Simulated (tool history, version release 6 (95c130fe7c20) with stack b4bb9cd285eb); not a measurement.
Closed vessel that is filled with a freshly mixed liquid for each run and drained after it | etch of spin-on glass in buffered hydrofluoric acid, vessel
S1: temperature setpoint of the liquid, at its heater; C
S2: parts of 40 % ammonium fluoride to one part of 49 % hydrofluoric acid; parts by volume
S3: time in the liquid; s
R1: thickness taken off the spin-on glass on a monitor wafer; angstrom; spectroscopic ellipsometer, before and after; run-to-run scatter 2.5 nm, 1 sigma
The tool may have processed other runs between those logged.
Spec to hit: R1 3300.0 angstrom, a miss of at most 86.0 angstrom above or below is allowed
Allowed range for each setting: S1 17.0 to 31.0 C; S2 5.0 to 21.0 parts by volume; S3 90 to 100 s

run	hour	S1	S2	S3	R1
1	0.0	23.0	13.0	90	1683.2
2	7.7	26.0	13.0	90	2014.2
3	14.1	27.5	12.0	90	2362.5
4	21.5	28.5	11.5	90	2575.0
5	23.7	28.5	13.0	90	2258.7
6	31.6	29.5	12.0	90	2595.3
7	36.6	30.0	11.5	90	2815.5
8	42.4	30.5	11.0	90	3010.0
9	50.0	30.5	10.5	90	3102.9

Which of these 4 next moves meets every target?
A	57.6	30.5	9.0	90	?
B	57.6	31.0	12.0	100	?
C	57.6	30.0	9.5	90	?
D	57.6	29.5	10.5	90	?

move	R1
A	3503.3
B	3132.0
C	3299.2
D	2967.7
A: takes the biggest miss from the last run beyond its target
B: better than the last run, though not everything is in spec
C: each result inside its tolerance
D: the biggest miss grows against the last run
So the answer is move C, the one that meets all the targets.
